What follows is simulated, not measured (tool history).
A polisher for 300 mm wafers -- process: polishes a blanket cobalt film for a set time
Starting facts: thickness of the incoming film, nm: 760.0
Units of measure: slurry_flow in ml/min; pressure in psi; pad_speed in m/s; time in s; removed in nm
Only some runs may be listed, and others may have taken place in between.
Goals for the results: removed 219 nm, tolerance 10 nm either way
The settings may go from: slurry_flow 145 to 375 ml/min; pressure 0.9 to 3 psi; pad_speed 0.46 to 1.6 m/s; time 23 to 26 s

run 1 hour=0 | slurry_flow=240 pressure=1.9 pad_speed=1.02 time=26 | removed=105.34
run 2 hour=1.8 | slurry_flow=265 pressure=1.9 pad_speed=1.02 time=26 | removed=107.48
run 3 hour=2.5 | slurry_flow=265 pressure=2.1 pad_speed=1.04 time=26 | removed=120.69
run 4 hour=10.8 | slurry_flow=265 pressure=2.3 pad_speed=1.06 time=26 | removed=133.02
run 5 hour=16.7 | slurry_flow=265 pressure=2.4 pad_speed=1.1 time=26 | removed=141.64
run 6 hour=17.9 | slurry_flow=265 pressure=2 pad_speed=1.1 time=26 | removed=119.31
run 7 hour=22.9 | slurry_flow=265 pressure=2.2 pad_speed=1.14 time=26 | removed=135.23
run 8 hour=30.3 | slurry_flow=265 pressure=2.3 pad_speed=1.16 time=26 | removed=144.59

Which of these 4 next moves meets every target?
run A hour=37.7 | slurry_flow=290 pressure=1.8 pad_speed=0.84 time=23 | removed=?
run B hour=37.7 | slurry_flow=250 pressure=2.8 pad_speed=1.44 time=26 | removed=?
run C hour=37.7 | slurry_flow=275 pressure=1.9 pad_speed=0.96 time=23 | removed=?
run D hour=37.7 | slurry_flow=195 pressure=2.1 pad_speed=0.76 time=23 | removed=?

move=A removed=74.644
move=B removed=216.47
move=C removed=89.112
move=D removed=76.038
A: its largest miss is bigger than the last run's
B: meets every target
C: its largest miss is bigger than the last run's
D: its largest miss is bigger than the last run's
Go with B: it meets all targets.
